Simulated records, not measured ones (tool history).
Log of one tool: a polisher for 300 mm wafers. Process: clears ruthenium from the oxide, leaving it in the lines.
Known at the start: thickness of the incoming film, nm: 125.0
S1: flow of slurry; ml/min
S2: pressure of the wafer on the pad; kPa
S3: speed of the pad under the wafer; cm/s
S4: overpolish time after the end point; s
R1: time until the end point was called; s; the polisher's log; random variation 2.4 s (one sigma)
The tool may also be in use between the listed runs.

run 1 hour=0.0 | S1=255 S2=12.4 S3=102 S4=3 | R1=98.734
run 2 hour=2.6 | S1=255 S2=11.7 S3=102 S4=3 | R1=106.980
run 3 hour=7.6 | S1=255 S2=11.0 S3=102 S4=3 | R1=109.730
run 4 hour=9.9 | S1=295 S2=11.0 S3=102 S4=3 | R1=108.240
run 5 hour=11.7 | S1=295 S2=10.3 S3=102 S4=3 | R1=114.670
run 6 hour=20.1 | S1=295 S2=9.7 S3=102 S4=3 | R1=122.510
run 7 hour=23.0 | S1=295 S2=9.0 S3=102 S4=3 | R1=131.080
-- hour=31.0 head pressure recalibrated
run 8 hour=31.0 | S1=295 S2=6.2 S3=100 S4=3 | R1=219.470
run 9 hour=39.4 | S1=295 S2=6.2 S3=100 S4=3 | R1=211.900

Run 10 comes next. What will it give?
run 10 hour=43.8 | S1=295 S2=9.7 S3=104 S4=3 | R1=?

{"run 10": {"R1": 139.02}}

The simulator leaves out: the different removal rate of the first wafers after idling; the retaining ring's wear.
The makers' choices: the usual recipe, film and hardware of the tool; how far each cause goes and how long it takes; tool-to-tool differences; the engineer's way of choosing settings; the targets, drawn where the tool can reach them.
